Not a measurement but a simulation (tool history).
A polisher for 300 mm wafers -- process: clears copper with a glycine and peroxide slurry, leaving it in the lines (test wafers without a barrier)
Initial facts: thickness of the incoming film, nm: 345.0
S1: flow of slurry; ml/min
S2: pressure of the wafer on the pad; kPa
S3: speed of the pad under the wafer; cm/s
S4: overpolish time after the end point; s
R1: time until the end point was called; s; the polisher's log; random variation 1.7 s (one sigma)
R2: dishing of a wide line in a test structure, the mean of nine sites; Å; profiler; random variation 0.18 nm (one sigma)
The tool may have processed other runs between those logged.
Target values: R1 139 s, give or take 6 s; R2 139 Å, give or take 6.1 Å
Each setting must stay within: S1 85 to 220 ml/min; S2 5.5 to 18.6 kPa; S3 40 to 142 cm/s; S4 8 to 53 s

run	hour	S1	S2	S3	S4	R1	R2
1	0	140	11.7	90	27	100.31	528.69
2	0.9	125	9.7	86	22	121.84	385.12
3	4.8	115	8.3	86	18	136.94	302.3
4	12.8	105	7.6	88	15	145.26	238.65
5	18.3	105	10.3	88	15	117.25	289.77
6	26.1	105	9	88	15	130.82	264.06
7	33	100	8.3	94	13	135.87	226.02
8	40.4	95	7.6	106	12	130.97	212.12
9	47.9	85	5.5	112	8	167.67	124
10	52.4	90	5.5	118	8	152.24	127.83
11	55.9	95	5.5	118	8	152.9	127.96
12	64.6	105	5.5	118	8	147.07	134.39
13	72.7	110	5.5	118	8	146.95	131.58
14	81.1	115	6.2	118	9	132.78	156.15
15	87.2	110	6.2	120	9	134.7	159.53
16	93.4	105	6.2	122	9	138.14	159.19
17	101.6	105	6.2	124	9	134.42	157.65

Of the 5 settings listed for the next run, only one would bring every result within its allowed miss of target. Which one?
A	109.8	95	8.3	112	8	?	?
B	109.8	100	6.9	128	8	?	?
C	109.8	90	5.5	136	8	?	?
D	109.8	105	6.2	130	8	?	?
E	109.8	115	6.9	114	8	?	?

move	R1	R2
A	123.34	161.04
B	125.78	157.63
C	144.36	138.5
D	131.94	150.73
E	131.29	151.9
A: misses by more than the last run did
B: roughly where the last run was
C: every result within its allowed miss
D: an improvement on the last run, though not all results are within tolerance
E: an improvement on the last run, though not all results are within tolerance
So the answer is move C, the one that meets all the targets.
